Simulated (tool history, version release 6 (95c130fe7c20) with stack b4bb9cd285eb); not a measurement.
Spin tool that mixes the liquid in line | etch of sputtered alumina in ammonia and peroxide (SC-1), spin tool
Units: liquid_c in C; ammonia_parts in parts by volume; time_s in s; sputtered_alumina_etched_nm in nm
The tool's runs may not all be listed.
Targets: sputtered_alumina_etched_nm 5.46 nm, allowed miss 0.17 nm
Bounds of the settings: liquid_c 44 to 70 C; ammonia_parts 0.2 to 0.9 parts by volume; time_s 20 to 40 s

Run 1, hour 0: liquid_c 60 C, ammonia_parts 0.5 parts by volume, time_s 40 s. Result: sputtered_alumina_etched_nm 3.4587 nm.
Run 2, hour 6.3: liquid_c 57.5 C, ammonia_parts 0.5 parts by volume, time_s 40 s. Result: sputtered_alumina_etched_nm 3.0645 nm.
Run 3, hour 9.5: liquid_c 57.5 C, ammonia_parts 0.6 parts by volume, time_s 40 s. Result: sputtered_alumina_etched_nm 3.1356 nm.
Run 4, hour 11.9: liquid_c 59 C, ammonia_parts 0.6 parts by volume, time_s 40 s. Result: sputtered_alumina_etched_nm 3.3442 nm.
Run 5, hour 17.6: liquid_c 60.5 C, ammonia_parts 0.6 parts by volume, time_s 40 s. Result: sputtered_alumina_etched_nm 3.6473 nm.
Run 6, hour 22.8: liquid_c 60.5 C, ammonia_parts 0.7 parts by volume, time_s 40 s. Result: sputtered_alumina_etched_nm 3.6571 nm.
Run 7, hour 29.4: liquid_c 61.5 C, ammonia_parts 0.7 parts by volume, time_s 40 s. Result: sputtered_alumina_etched_nm 3.9243 nm.
Run 8, hour 33.1: liquid_c 62.5 C, ammonia_parts 0.7 parts by volume, time_s 40 s. Result: sputtered_alumina_etched_nm 4.0637 nm.
Run 9, hour 39.7: liquid_c 62.5 C, ammonia_parts 0.7 parts by volume, time_s 40 s. Result: sputtered_alumina_etched_nm 4.0819 nm.

Which of these 5 next moves meets every target?
Run A, hour 46.3: liquid_c 68 C, ammonia_parts 0.75 parts by volume, time_s 40 s. Result: sputtered_alumina_etched_nm ?.
Run B, hour 46.3: liquid_c 66 C, ammonia_parts 0.8 parts by volume, time_s 40 s. Result: sputtered_alumina_etched_nm ?.
Run C, hour 46.3: liquid_c 69 C, ammonia_parts 0.7 parts by volume, time_s 20 s. Result: sputtered_alumina_etched_nm ?.
Run D, hour 46.3: liquid_c 66 C, ammonia_parts 0.85 parts by volume, time_s 40 s. Result: sputtered_alumina_etched_nm ?.
Run E, hour 46.3: liquid_c 66.5 C, ammonia_parts 0.65 parts by volume, time_s 40 s. Result: sputtered_alumina_etched_nm ?.

move  sputtered_alumina_etched_nm
   A                       5.3687
   B                       4.8978
   C                       2.7994
   D                       4.9258
   E                       4.9226
A: meets every target
B: nearer than the last run, and not there yet
C: further off than the last run
D: nearer than the last run, and not there yet
E: nearer than the last run, and not there yet
The right move is A.
